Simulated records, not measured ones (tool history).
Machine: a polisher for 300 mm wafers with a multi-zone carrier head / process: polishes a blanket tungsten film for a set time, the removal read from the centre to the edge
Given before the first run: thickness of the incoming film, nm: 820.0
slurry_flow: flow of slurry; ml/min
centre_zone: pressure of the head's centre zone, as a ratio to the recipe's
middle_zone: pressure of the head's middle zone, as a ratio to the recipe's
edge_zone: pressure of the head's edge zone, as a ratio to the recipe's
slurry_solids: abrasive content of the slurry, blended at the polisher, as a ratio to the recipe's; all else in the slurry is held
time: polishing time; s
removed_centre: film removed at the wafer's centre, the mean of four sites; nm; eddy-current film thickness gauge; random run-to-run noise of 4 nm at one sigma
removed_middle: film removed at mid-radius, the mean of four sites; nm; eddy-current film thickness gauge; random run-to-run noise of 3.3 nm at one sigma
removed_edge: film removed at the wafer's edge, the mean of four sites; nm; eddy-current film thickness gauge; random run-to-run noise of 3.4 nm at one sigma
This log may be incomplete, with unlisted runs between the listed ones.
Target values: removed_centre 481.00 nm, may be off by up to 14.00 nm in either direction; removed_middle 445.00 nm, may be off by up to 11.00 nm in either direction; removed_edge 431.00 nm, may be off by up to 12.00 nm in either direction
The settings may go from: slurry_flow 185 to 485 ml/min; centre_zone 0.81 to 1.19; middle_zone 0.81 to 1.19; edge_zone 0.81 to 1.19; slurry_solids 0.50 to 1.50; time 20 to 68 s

{"run": 1, "hour": 0.0, "slurry_flow": 310, "centre_zone": 1.0, "middle_zone": 1.0, "edge_zone": 1.0, "slurry_solids": 1.0, "time": 44, "removed_centre": 293.48, "removed_middle": 296.88, "removed_edge": 303.03}
{"run": 2, "hour": 5.5, "slurry_flow": 325, "centre_zone": 1.04, "middle_zone": 1.03, "edge_zone": 1.03, "slurry_solids": 1.1, "time": 45, "removed_centre": 318.45, "removed_middle": 316.44, "removed_edge": 323.48}
{"run": 3, "hour": 7.5, "slurry_flow": 335, "centre_zone": 1.07, "middle_zone": 1.05, "edge_zone": 1.03, "slurry_solids": 1.2, "time": 47, "removed_centre": 353.65, "removed_middle": 343.25, "removed_edge": 347.1}
{"run": 4, "hour": 9.7, "slurry_flow": 345, "centre_zone": 1.09, "middle_zone": 1.07, "edge_zone": 1.04, "slurry_solids": 1.25, "time": 48, "removed_centre": 373.83, "removed_middle": 359.69, "removed_edge": 359.04}
{"run": 5, "hour": 10.9, "slurry_flow": 355, "centre_zone": 1.11, "middle_zone": 1.09, "edge_zone": 1.06, "slurry_solids": 1.3, "time": 49, "removed_centre": 389.26, "removed_middle": 377.42, "removed_edge": 374.56}
{"run": 6, "hour": 14.0, "slurry_flow": 355, "centre_zone": 1.11, "middle_zone": 1.09, "edge_zone": 0.98, "slurry_solids": 1.3, "time": 49, "removed_centre": 385.98, "removed_middle": 377.2, "removed_edge": 358.8}
{"run": 7, "hour": 22.5, "slurry_flow": 360, "centre_zone": 1.13, "middle_zone": 1.1, "edge_zone": 1.0, "slurry_solids": 1.35, "time": 50, "removed_centre": 407.6, "removed_middle": 390.7, "removed_edge": 369.39}
{"run": 8, "hour": 29.6, "slurry_flow": 365, "centre_zone": 1.14, "middle_zone": 1.11, "edge_zone": 1.02, "slurry_solids": 1.4, "time": 51, "removed_centre": 425.1, "removed_middle": 406.61, "removed_edge": 394.68}
{"run": 9, "hour": 36.7, "slurry_flow": 370, "centre_zone": 1.15, "middle_zone": 1.11, "edge_zone": 1.02, "slurry_solids": 1.4, "time": 51, "removed_centre": 427.85, "removed_middle": 413.19, "removed_edge": 384.18}
{"run": 10, "hour": 44.1, "slurry_flow": 370, "centre_zone": 1.16, "middle_zone": 1.11, "edge_zone": 1.04, "slurry_solids": 1.4, "time": 52, "removed_centre": 437.18, "removed_middle": 415.25, "removed_edge": 404.96}

Pick the move, out of 4, that brings all results within their allowed miss; only one does.
{"run": "A", "hour": 51.5, "slurry_flow": 350, "centre_zone": 1.11, "middle_zone": 1.0, "edge_zone": 1.07, "slurry_solids": 1.45, "time": 59, "removed_centre": "?", "removed_middle": "?", "removed_edge": "?"}
{"run": "B", "hour": 51.5, "slurry_flow": 380, "centre_zone": 1.19, "middle_zone": 1.1, "edge_zone": 1.04, "slurry_solids": 1.25, "time": 57, "removed_centre": "?", "removed_middle": "?", "removed_edge": "?"}
{"run": "C", "hour": 51.5, "slurry_flow": 395, "centre_zone": 1.06, "middle_zone": 1.1, "edge_zone": 1.12, "slurry_solids": 1.5, "time": 57, "removed_centre": "?", "removed_middle": "?", "removed_edge": "?"}
{"run": "D", "hour": 51.5, "slurry_flow": 385, "centre_zone": 1.19, "middle_zone": 1.0, "edge_zone": 1.06, "slurry_solids": 1.45, "time": 55, "removed_centre": "?", "removed_middle": "?", "removed_edge": "?"}

move=A removed_centre=477.97 removed_middle=441.65 removed_edge=457.99
move=B removed_centre=479.97 removed_middle=443.86 removed_edge=423.16
move=C removed_centre=451.18 removed_middle=465.00 removed_edge=459.54
move=D removed_centre=479.84 removed_middle=414.91 removed_edge=427.62
A: the furthest-off result lands on target, but another misses its tolerance
B: hits every target within its allowed miss
C: an improvement on the last run, though not all results are within tolerance
D: the furthest-off result lands on target, but another misses its tolerance
The move that meets every target is B.
